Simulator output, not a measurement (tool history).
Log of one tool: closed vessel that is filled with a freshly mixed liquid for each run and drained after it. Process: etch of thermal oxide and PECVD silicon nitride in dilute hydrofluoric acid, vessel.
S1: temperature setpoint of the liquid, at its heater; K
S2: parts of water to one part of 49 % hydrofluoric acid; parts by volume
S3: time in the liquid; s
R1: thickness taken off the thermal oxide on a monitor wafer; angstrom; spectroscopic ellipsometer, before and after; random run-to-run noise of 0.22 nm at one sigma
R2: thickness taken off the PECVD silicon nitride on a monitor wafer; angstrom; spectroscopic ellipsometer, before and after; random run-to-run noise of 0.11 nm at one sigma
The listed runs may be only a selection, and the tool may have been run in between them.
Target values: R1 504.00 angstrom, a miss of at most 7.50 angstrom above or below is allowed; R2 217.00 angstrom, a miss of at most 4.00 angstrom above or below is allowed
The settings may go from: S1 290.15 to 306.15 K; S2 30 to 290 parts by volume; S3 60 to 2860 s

Run 1, day 0.000: S1 298.15 K, S2 160 parts by volume, S3 1460 s. Result: R1 441.17 angstrom, R2 174.20 angstrom.
Run 2, day 0.238: S1 299.15 K, S2 160 parts by volume, S3 1460 s. Result: R1 460.33 angstrom, R2 184.93 angstrom.
Run 3, day 0.438: S1 300.15 K, S2 160 parts by volume, S3 1465 s. Result: R1 477.74 angstrom, R2 197.66 angstrom.
Run 4, day 0.658: S1 296.65 K, S2 160 parts by volume, S3 1465 s. Result: R1 416.42 angstrom, R2 157.25 angstrom.
Run 5, day 0.679: S1 298.15 K, S2 160 parts by volume, S3 1465 s. Result: R1 444.11 angstrom, R2 174.16 angstrom.
Run 6, day 0.971: S1 298.15 K, S2 110 parts by volume, S3 1465 s. Result: R1 685.15 angstrom, R2 253.69 angstrom.
Run 7, day 1.254: S1 299.15 K, S2 125 parts by volume, S3 1510 s. Result: R1 631.25 angstrom, R2 245.21 angstrom.
Run 8, day 1.479: S1 299.65 K, S2 140 parts by volume, S3 1540 s. Result: R1 578.22 angstrom, R2 230.55 angstrom.
Run 9, day 1.662: S1 300.15 K, S2 150 parts by volume, S3 1560 s. Result: R1 549.46 angstrom, R2 225.51 angstrom.
Run 10, day 2.008: S1 300.65 K, S2 155 parts by volume, S3 1575 s. Result: R1 544.70 angstrom, R2 225.75 angstrom.

Pick the move, out of 4, that brings all results within their allowed miss; only one does.
Run A, day 2.354: S1 299.15 K, S2 135 parts by volume, S3 1620 s. Result: R1 ?, R2 ?.
Run B, day 2.354: S1 300.15 K, S2 190 parts by volume, S3 1895 s. Result: R1 ?, R2 ?.
Run C, day 2.354: S1 300.15 K, S2 105 parts by volume, S3 1165 s. Result: R1 ?, R2 ?.
Run D, day 2.354: S1 301.65 K, S2 165 parts by volume, S3 1605 s. Result: R1 ?, R2 ?.

move      R1      R2
   A  620.09  240.77
   B  500.85  213.07
   C  618.63  237.14
   D  531.33  228.18
A: further off than the last run
B: every result lands within tolerance
C: further off than the last run
D: moves toward the targets from the last run without getting all of them in spec
The right move is B.

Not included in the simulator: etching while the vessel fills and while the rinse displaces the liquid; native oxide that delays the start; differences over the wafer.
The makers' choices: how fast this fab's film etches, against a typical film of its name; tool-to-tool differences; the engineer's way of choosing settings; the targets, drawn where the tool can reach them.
